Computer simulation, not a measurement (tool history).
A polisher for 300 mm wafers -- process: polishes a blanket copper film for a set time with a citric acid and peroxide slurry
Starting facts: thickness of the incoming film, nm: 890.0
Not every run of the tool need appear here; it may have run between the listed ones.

run  hour  flow of slurry (ml/min)  pressure of the wafer on the pad (kPa)  speed of the pad under the wafer (cm/s)  abrasive content of the slurry  polishing time (s)  film removed (nm)
  1   0.0                      225                                    15.2                                      124                             1.0                  33             68.207
  2   1.2                      225                                    15.2                                      124                             1.2                  33             71.790
  3   4.2                      225                                    15.9                                      124                             1.2                  33             73.726
  4  13.0                      225                                    16.5                                      124                             1.2                  33             76.499
  5  15.7                      225                                    17.2                                      124                             1.2                  33             77.555
  6  22.5                      255                                    17.2                                      124                             1.2                  33             79.786
  7  28.9                      255                                    17.9                                      124                             1.2                  33             83.426
  8  34.6                      255                                    18.6                                      124                             1.2                  33             86.149

Forecast run 9:
  9  41.0                      260                                    20.0                                      124                             1.2                  33                  ?

Run 9 produced film removed (nm) 92.529.
